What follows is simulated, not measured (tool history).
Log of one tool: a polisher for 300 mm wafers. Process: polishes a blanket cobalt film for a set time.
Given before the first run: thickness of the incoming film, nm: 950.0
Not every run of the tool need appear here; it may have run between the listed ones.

| run | hour | flow of slurry (ml/min) | pressure of the wafer on the pad (kPa) | speed of the pad under the wafer (m/s) | polishing time (s) | film removed (Å) |
|---|---|---|---|---|---|---|
| 1 | 0 | 205 | 13.1 | 1.06 | 33 | 1946.6 |
| 2 | 3.4 | 205 | 13.1 | 1.06 | 30 | 1822.5 |
| 3 | 8.4 | 205 | 13.1 | 0.86 | 30 | 1569.9 |
| 4 | 17.1 | 205 | 13.1 | 0.86 | 33 | 1746.7 |
| 5 | 20.5 | 205 | 11.7 | 0.84 | 33 | 1500.2 |
| 6 | 26.2 | 205 | 10.3 | 0.84 | 33 | 1371.7 |
| 7 | 35.1 | 205 | 9.7 | 0.82 | 33 | 1255.2 |
| 8 | 42.7 | 205 | 9 | 0.82 | 33 | 1189.7 |
| 9 | 50.5 | 205 | 8.3 | 0.82 | 33 | 1111.1 |

For run 10, what comes out?
| 10 | 58.4 | 205 | 7.6 | 0.82 | 33 | ? |

{"run 10": {"film removed (Å)": 1043.3}}
